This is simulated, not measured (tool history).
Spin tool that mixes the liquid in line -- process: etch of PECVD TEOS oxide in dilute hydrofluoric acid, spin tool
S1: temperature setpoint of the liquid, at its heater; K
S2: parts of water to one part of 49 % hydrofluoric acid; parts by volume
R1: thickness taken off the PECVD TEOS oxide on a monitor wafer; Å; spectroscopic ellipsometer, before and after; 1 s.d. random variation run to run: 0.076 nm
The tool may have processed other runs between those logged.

{"run": 1, "hour": 0.0, "S1": 298.15, "S2": 60, "time under the liquid (s)": 30, "R1": 44.374}
{"run": 2, "hour": 6.5, "S1": 300.15, "S2": 55, "time under the liquid (s)": 30, "R1": 53.816}
{"run": 3, "hour": 10.6, "S1": 298.15, "S2": 55, "time under the liquid (s)": 30, "R1": 49.245}
{"run": 4, "hour": 11.7, "S1": 301.65, "S2": 55, "time under the liquid (s)": 30, "R1": 55.862}
{"run": 5, "hour": 18.8, "S1": 301.65, "S2": 55, "time under the liquid (s)": 25, "R1": 46.245}
{"run": 6, "hour": 25.0, "S1": 301.65, "S2": 40, "time under the liquid (s)": 25, "R1": 65.224}
{"run": 7, "hour": 30.3, "S1": 302.65, "S2": 40, "time under the liquid (s)": 25, "R1": 68.804}
{"run": 8, "hour": 38.7, "S1": 303.65, "S2": 40, "time under the liquid (s)": 25, "R1": 72.129}

Estimate the outcome of run 9 from the log above:
{"run": 9, "hour": 47.3, "S1": 304.15, "S2": 40, "time under the liquid (s)": 25, "R1": "?"}

R1: 72.908 Å
